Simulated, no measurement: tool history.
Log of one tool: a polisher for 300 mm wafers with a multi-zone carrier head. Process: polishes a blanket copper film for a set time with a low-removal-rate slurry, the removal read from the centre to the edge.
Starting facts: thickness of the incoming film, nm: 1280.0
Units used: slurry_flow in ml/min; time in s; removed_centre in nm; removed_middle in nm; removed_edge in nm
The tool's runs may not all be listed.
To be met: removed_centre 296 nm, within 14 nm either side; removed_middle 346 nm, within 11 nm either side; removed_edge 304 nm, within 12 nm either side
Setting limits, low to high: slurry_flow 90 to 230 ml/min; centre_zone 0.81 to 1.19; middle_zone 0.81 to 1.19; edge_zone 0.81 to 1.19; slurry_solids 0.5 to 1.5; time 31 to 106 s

Run 1, hour 0: slurry_flow 150 ml/min, centre_zone 1, middle_zone 1, edge_zone 1, slurry_solids 1, time 68 s. Result: removed_centre 247.08 nm, removed_middle 243.74 nm, removed_edge 236.35 nm.
Run 2, hour 4.3: slurry_flow 155 ml/min, centre_zone 1, middle_zone 1.03, edge_zone 1.02, slurry_solids 1.1, time 69 s. Result: removed_centre 258.28 nm, removed_middle 260.31 nm, removed_edge 254.08 nm.
Run 3, hour 5.1: slurry_flow 165 ml/min, centre_zone 1, middle_zone 1.06, edge_zone 1.02, slurry_solids 1.15, time 69 s. Result: removed_centre 259.58 nm, removed_middle 273.8 nm, removed_edge 260.66 nm.
Run 4, hour 8.9: slurry_flow 185 ml/min, centre_zone 1, middle_zone 1.06, edge_zone 1.02, slurry_solids 1.15, time 69 s. Result: removed_centre 268.67 nm, removed_middle 276.12 nm, removed_edge 258.69 nm.
Run 5, hour 16.6: slurry_flow 185 ml/min, centre_zone 0.91, middle_zone 1.06, edge_zone 1.02, slurry_solids 1.15, time 69 s. Result: removed_centre 247.71 nm, removed_middle 273.6 nm, removed_edge 262.03 nm.
Run 6, hour 21.2: slurry_flow 165 ml/min, centre_zone 0.91, middle_zone 1.06, edge_zone 1.02, slurry_solids 1.15, time 69 s. Result: removed_centre 236.8 nm, removed_middle 272.1 nm, removed_edge 255.32 nm.
Run 7, hour 23.6: slurry_flow 170 ml/min, centre_zone 0.93, middle_zone 1.08, edge_zone 1.02, slurry_solids 1.2, time 70 s. Result: removed_centre 250.93 nm, removed_middle 283.73 nm, removed_edge 262.02 nm.
Run 8, hour 31.8: slurry_flow 175 ml/min, centre_zone 0.94, middle_zone 1.1, edge_zone 1.03, slurry_solids 1.25, time 70 s. Result: removed_centre 263.07 nm, removed_middle 291.1 nm, removed_edge 264.73 nm.
Run 9, hour 33.6: slurry_flow 200 ml/min, centre_zone 0.88, middle_zone 1.18, edge_zone 1.12, slurry_solids 1.5, time 74 s. Result: removed_centre 272.56 nm, removed_middle 342.11 nm, removed_edge 307.96 nm.
Run 10, hour 41.1: slurry_flow 200 ml/min, centre_zone 0.89, middle_zone 1.18, edge_zone 1.11, slurry_solids 1.5, time 74 s. Result: removed_centre 269.36 nm, removed_middle 342.64 nm, removed_edge 310.18 nm.
Run 11, hour 43.7: slurry_flow 200 ml/min, centre_zone 0.91, middle_zone 1.18, edge_zone 1.1, slurry_solids 1.5, time 74 s. Result: removed_centre 276.95 nm, removed_middle 349.06 nm, removed_edge 303.38 nm.

Consider the 5 candidate settings below. Which is the only one whose results all fall within their allowed miss of target?
Run A, hour 46.3: slurry_flow 210 ml/min, centre_zone 1.03, middle_zone 1.09, edge_zone 1.07, slurry_solids 1.45, time 79 s. Result: removed_centre ?, removed_middle ?, removed_edge ?.
Run B, hour 46.3: slurry_flow 230 ml/min, centre_zone 0.88, middle_zone 1.18, edge_zone 1.12, slurry_solids 1.5, time 72 s. Result: removed_centre ?, removed_middle ?, removed_edge ?.
Run C, hour 46.3: slurry_flow 190 ml/min, centre_zone 0.94, middle_zone 1.12, edge_zone 1.01, slurry_solids 1.35, time 79 s. Result: removed_centre ?, removed_middle ?, removed_edge ?.
Run D, hour 46.3: slurry_flow 230 ml/min, centre_zone 1.09, middle_zone 1.18, edge_zone 1.07, slurry_solids 1.5, time 74 s. Result: removed_centre ?, removed_middle ?, removed_edge ?.
Run E, hour 46.3: slurry_flow 225 ml/min, centre_zone 0.86, middle_zone 1.18, edge_zone 1.14, slurry_solids 1.5, time 74 s. Result: removed_centre ?, removed_middle ?, removed_edge ?.

move  removed_centre  removed_middle  removed_edge
   A          340.64          340.65        323.05
   B          270.56          339.03        305.77
   C          301.28          338.88        306.08
   D          345.01          348.09         307.1
   E          270.83          347.47        316.44
A: pushes the last run's worst result past its target
B: moves away from the targets compared with the last run
C: hits every target within its allowed miss
D: pushes the last run's worst result past its target
E: moves away from the targets compared with the last run
C meets every target.
